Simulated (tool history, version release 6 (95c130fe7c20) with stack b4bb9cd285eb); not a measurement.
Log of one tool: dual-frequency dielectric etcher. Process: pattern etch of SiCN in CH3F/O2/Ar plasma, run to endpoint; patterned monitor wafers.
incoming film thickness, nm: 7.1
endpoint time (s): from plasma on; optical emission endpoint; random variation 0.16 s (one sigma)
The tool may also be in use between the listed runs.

Run 1, hour 0: source power (W) 550, bias power (W) 86. Result: endpoint time (s) 15.993.
Run 2, hour 2.7: source power (W) 600, bias power (W) 86. Result: endpoint time (s) 15.728.
Run 3, hour 7.7: source power (W) 530, bias power (W) 86. Result: endpoint time (s) 16.265.
Run 4, hour 10.9: source power (W) 570, bias power (W) 86. Result: endpoint time (s) 15.894.
Run 5, hour 18.8: source power (W) 570, bias power (W) 96. Result: endpoint time (s) 15.045.
Run 6, hour 21.2: source power (W) 540, bias power (W) 91. Result: endpoint time (s) 15.821.
At hour 24.6: wet clean of the chamber.
Run 7, hour 24.6: source power (W) 510, bias power (W) 87. Result: endpoint time (s) 16.992.

Run 8 comes next. What will it give?
Run 8, hour 31.9: source power (W) 490, bias power (W) 86. Result: endpoint time (s) ?.

{"run 8": {"endpoint time (s)": 16.831}}

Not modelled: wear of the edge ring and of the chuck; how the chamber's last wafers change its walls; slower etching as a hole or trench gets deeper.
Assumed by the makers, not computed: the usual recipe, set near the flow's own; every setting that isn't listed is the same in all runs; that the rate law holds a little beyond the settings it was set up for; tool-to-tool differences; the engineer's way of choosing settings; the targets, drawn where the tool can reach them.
